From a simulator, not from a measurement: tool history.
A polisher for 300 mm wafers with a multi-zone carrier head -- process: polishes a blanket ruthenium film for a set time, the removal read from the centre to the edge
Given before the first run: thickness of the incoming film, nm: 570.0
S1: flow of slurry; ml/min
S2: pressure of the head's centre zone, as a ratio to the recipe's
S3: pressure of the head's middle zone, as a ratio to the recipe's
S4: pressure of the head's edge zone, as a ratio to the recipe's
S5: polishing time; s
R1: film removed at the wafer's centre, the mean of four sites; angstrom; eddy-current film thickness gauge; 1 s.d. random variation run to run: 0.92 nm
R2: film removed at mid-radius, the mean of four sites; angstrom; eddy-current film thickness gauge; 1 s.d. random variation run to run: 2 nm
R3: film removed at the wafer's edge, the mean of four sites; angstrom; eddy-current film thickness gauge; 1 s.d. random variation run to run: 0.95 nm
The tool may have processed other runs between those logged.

Run 1, hour 0.0: S1 160 ml/min, S2 1.00, S3 1.00, S4 1.00, S5 53 s. Result: R1 929.67 angstrom, R2 932.53 angstrom, R3 893.51 angstrom.
Run 2, hour 5.5: S1 160 ml/min, S2 1.00, S3 1.00, S4 1.00, S5 47 s. Result: R1 835.40 angstrom, R2 829.13 angstrom, R3 794.02 angstrom.
Run 3, hour 6.5: S1 160 ml/min, S2 1.00, S3 1.00, S4 1.00, S5 56 s. Result: R1 987.26 angstrom, R2 982.39 angstrom, R3 931.71 angstrom.
Run 4, hour 13.8: S1 160 ml/min, S2 1.00, S3 1.00, S4 1.00, S5 62 s. Result: R1 1096.50 angstrom, R2 1091.40 angstrom, R3 1040.10 angstrom.
Run 5, hour 19.0: S1 160 ml/min, S2 1.00, S3 1.00, S4 1.00, S5 73 s. Result: R1 1303.20 angstrom, R2 1291.20 angstrom, R3 1227.90 angstrom.
Run 6, hour 23.5: S1 160 ml/min, S2 0.93, S3 1.00, S4 1.00, S5 73 s. Result: R1 1189.70 angstrom, R2 1308.00 angstrom, R3 1233.70 angstrom.

Run 7, settings as shown, results not yet in. Your forecast:
Run 7, hour 28.9: S1 170 ml/min, S2 0.94, S3 1.02, S4 0.97, S5 73 s. Result: R1 ?, R2 ?, R3 ?.

{"run 7": {"R1": 1234.6, "R2": 1328.5, "R3": 1236.9}}
